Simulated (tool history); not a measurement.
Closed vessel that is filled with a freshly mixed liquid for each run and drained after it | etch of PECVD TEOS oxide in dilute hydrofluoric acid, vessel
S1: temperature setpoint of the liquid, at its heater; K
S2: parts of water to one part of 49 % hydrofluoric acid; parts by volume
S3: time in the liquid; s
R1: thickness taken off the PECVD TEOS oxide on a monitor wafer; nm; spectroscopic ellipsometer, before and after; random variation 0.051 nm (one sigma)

Run 1, hour 0: S1 298.15 K, S2 255 parts by volume, S3 85 s. Result: R1 3.5869 nm.
Run 2, hour 6.2: S1 298.15 K, S2 215 parts by volume, S3 85 s. Result: R1 4.4413 nm.
Run 3, hour 7.1: S1 299.15 K, S2 210 parts by volume, S3 85 s. Result: R1 4.7555 nm.
Run 4, hour 15: S1 297.65 K, S2 210 parts by volume, S3 85 s. Result: R1 4.5421 nm.
Run 5, hour 17.4: S1 296.15 K, S2 210 parts by volume, S3 85 s. Result: R1 4.2916 nm.
Run 6, hour 19.4: S1 297.15 K, S2 205 parts by volume, S3 85 s. Result: R1 4.5798 nm.

Run 7 comes next. What will it give?
Run 7, hour 27.9: S1 298.15 K, S2 200 parts by volume, S3 85 s. Result: R1 ?.

Run 7 gave R1 4.8431 nm.
